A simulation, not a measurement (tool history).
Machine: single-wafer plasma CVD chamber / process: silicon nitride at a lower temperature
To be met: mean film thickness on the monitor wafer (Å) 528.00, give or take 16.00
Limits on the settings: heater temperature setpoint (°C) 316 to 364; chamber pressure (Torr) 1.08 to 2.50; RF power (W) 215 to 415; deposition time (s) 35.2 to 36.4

run    day  heater temperature setpoint (°C)  chamber pressure (Torr)  RF power (W)  deposition time (s)  mean film thickness on the monitor wafer (Å)
  1  0.000                               340                     1.79           315                 35.2                                        442.97
  2  0.192                               340                     1.48           315                 35.2                                        406.50
  3  0.496                               340                     1.48           290                 35.2                                        382.01
  4  0.729                               340                     1.48           250                 35.2                                        339.61
  5  1.000                               340                     1.56           260                 35.3                                        359.58
  6  1.283                               340                     1.63           265                 35.4                                        372.21
  7  1.375                               340                     1.70           270                 35.5                                        384.86
  8  1.650                               340                     1.76           275                 35.6                                        394.69
  9  1.783                               340                     1.81           280                 35.7                                        408.36
 10  2.038                               340                     1.86           285                 35.7                                        420.48
 11  2.308                               340                     1.91           290                 35.7                                        428.19
 12  2.379                               340                     1.95           295                 35.7                                        433.80
 13  2.475                               340                     1.99           300                 35.7                                        447.28
 14  2.738                               340                     2.03           305                 35.7                                        456.27
 15  3.038                               340                     2.06           310                 35.7                                        461.84
 16  3.112                               340                     2.06           310                 35.7                                        461.01
 17  3.396                               340                     2.09           315                 35.7                                        472.85
 18  3.633                               340                     2.12           315                 35.7                                        474.79
 19  3.867                               340                     2.15           315                 35.7                                        475.06
 20  4.000                               340                     2.17           320                 35.7                                        482.76

Which single option among these 5 for the next run brings every result within its allowed miss of target? Just one does.
  A  4.133                               345                     2.26           330                 35.2                                             ?
  B  4.133                               335                     2.03           345                 35.8                                             ?
  C  4.133                               334                     2.34           300                 36.4                                             ?
  D  4.133                               335                     2.33           335                 36.4                                             ?
  E  4.133                               339                     2.17           325                 36.0                                             ?

move  mean film thickness on the monitor wafer (Å)
   A                                        493.46
   B                                        502.23
   C                                        480.36
   D                                        522.14
   E                                        493.49
A: moves toward the targets from the last run without getting all of them in spec
B: moves toward the targets from the last run without getting all of them in spec
C: misses by more than the last run did
D: all results in spec
E: moves toward the targets from the last run without getting all of them in spec
Move D is the one to make.

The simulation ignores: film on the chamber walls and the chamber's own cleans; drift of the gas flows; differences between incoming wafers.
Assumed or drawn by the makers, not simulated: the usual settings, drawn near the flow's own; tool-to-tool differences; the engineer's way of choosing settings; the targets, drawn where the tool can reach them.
